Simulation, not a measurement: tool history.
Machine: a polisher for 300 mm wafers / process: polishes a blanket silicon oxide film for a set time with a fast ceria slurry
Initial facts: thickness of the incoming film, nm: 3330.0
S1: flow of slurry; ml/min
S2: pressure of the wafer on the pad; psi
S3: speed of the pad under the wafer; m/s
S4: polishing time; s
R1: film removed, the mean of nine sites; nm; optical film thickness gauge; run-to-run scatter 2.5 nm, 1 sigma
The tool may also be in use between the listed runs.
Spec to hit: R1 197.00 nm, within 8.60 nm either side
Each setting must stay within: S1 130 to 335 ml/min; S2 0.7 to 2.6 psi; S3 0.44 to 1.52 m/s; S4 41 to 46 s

run,hour,S1,S2,S3,S4,R1
1,0.0,215,1.6,0.98,46,405.42
2,6.9,215,1.6,1.16,46,458.85
3,10.7,215,1.6,0.92,46,373.26
4,18.6,215,1.5,0.90,46,342.61
# hour 26.1: head pressure recalibrated
5,26.1,215,1.5,0.82,46,298.95
6,34.2,215,1.4,0.82,46,280.36
7,37.1,215,1.4,0.82,46,287.02
8,43.0,215,1.3,0.82,46,259.38
9,49.8,215,1.1,0.82,46,221.61

Consider the 5 candidate settings below. Which is the only one whose results all fall within their allowed miss of target?
A,56.6,220,1.1,0.90,46,?
B,56.6,215,1.3,0.66,41,?
C,56.6,130,1.2,0.64,42,?
D,56.6,205,1.0,0.76,43,?
E,56.6,280,0.9,1.08,45,?

move,R1
A,238.35
B,198.19
C,170.43
D,177.77
E,227.74
A: lands further from the targets than the last run did
B: each result inside its tolerance
C: carries the result that was furthest off beyond its target, to the other side
D: carries the result that was furthest off beyond its target, to the other side
E: lands further from the targets than the last run did
Correct choice: B, which meets every target
